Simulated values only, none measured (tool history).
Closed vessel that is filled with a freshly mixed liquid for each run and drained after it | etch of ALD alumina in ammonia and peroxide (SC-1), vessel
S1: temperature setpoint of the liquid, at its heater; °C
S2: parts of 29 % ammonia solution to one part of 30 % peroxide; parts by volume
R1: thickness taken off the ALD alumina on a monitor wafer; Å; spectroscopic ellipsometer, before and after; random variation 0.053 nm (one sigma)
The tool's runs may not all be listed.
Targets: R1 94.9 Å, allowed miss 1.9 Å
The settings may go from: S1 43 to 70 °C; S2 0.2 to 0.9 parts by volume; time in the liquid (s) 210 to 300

{"run": 1, "day": 0.0, "S1": 59, "S2": 0.5, "time in the liquid (s)": 300, "R1": 182.82}
{"run": 2, "day": 0.175, "S1": 59, "S2": 0.65, "time in the liquid (s)": 300, "R1": 186.32}
{"run": 3, "day": 0.342, "S1": 53, "S2": 0.65, "time in the liquid (s)": 300, "R1": 135.77}
{"run": 4, "day": 0.471, "S1": 53, "S2": 0.55, "time in the liquid (s)": 300, "R1": 132.93}
{"run": 5, "day": 0.662, "S1": 51.5, "S2": 0.55, "time in the liquid (s)": 300, "R1": 125.32}
{"run": 6, "day": 0.725, "S1": 51.5, "S2": 0.65, "time in the liquid (s)": 300, "R1": 126.64}
{"run": 7, "day": 1.017, "S1": 51.5, "S2": 0.65, "time in the liquid (s)": 300, "R1": 125.96}
{"run": 8, "day": 1.325, "S1": 50, "S2": 0.65, "time in the liquid (s)": 300, "R1": 115.2}
{"run": 9, "day": 1.508, "S1": 49, "S2": 0.65, "time in the liquid (s)": 300, "R1": 110.14}
{"run": 10, "day": 1.738, "S1": 48.5, "S2": 0.65, "time in the liquid (s)": 300, "R1": 106.07}
{"run": 11, "day": 2.025, "S1": 48, "S2": 0.65, "time in the liquid (s)": 300, "R1": 103.53}

5 next moves are on the table. One of them brings every result within its allowed miss. Which?
{"run": "A", "day": 2.312, "S1": 47.5, "S2": 0.7, "time in the liquid (s)": 300, "R1": "?"}
{"run": "B", "day": 2.312, "S1": 48, "S2": 0.55, "time in the liquid (s)": 290, "R1": "?"}
{"run": "C", "day": 2.312, "S1": 50.5, "S2": 0.6, "time in the liquid (s)": 300, "R1": "?"}
{"run": "D", "day": 2.312, "S1": 46.5, "S2": 0.6, "time in the liquid (s)": 300, "R1": "?"}
{"run": "E", "day": 2.312, "S1": 46, "S2": 0.6, "time in the liquid (s)": 300, "R1": "?"}

move=A R1=101.2
move=B R1=98.314
move=C R1=117.75
move=D R1=94.278
move=E R1=91.653
A: nearer than the last run, and not there yet
B: nearer than the last run, and not there yet
C: further off than the last run
D: meets every target
E: takes the result that was furthest off past its target
The right move is D.

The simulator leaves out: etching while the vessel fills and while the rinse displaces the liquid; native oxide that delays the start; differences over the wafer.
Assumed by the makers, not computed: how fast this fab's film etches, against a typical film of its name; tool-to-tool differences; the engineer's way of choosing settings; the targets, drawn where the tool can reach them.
